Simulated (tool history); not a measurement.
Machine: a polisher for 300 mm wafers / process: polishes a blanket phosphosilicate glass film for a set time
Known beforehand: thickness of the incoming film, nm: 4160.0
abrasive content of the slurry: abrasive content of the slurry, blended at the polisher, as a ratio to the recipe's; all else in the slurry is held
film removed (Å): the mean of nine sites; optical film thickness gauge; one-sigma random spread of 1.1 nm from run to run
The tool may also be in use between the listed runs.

| run | hour | flow of slurry (ml/min) | pressure of the wafer on the pad (psi) | speed of the pad under the wafer (m/s) | abrasive content of the slurry | polishing time (s) | film removed (Å) |
|---|---|---|---|---|---|---|---|
| 1 | 0 | 180 | 3 | 0.94 | 1 | 37 | 2596 |
| 2 | 6.1 | 180 | 3 | 0.94 | 1 | 33 | 2306.4 |
| 3 | 8.6 | 180 | 3 | 1.08 | 1 | 33 | 2506.6 |
| 4 | 14.9 | 180 | 3 | 1.08 | 0.8 | 33 | 2243.5 |
| 5 | 15.7 | 175 | 2.8 | 1.08 | 0.8 | 33 | 2143.9 |
| 6 | 23.6 | 175 | 2.8 | 1.08 | 0.8 | 33 | 2122.5 |
| 7 | 24.9 | 170 | 2.6 | 1.08 | 0.8 | 33 | 1954.1 |
| 8 | 30.7 | 165 | 2.5 | 1.08 | 0.8 | 33 | 1907 |
| 9 | 35.8 | 160 | 2.4 | 1.08 | 0.8 | 33 | 1835 |
| 10 | 37.8 | 155 | 2.3 | 1.08 | 0.8 | 33 | 1715.5 |
| 11 | 42.3 | 150 | 2.3 | 1.08 | 0.8 | 33 | 1723.2 |

For run 12, what comes out?
| 12 | 44.6 | 145 | 2.3 | 1.08 | 0.8 | 33 | ? |

Run 12 gave film removed (Å) 1697.8.
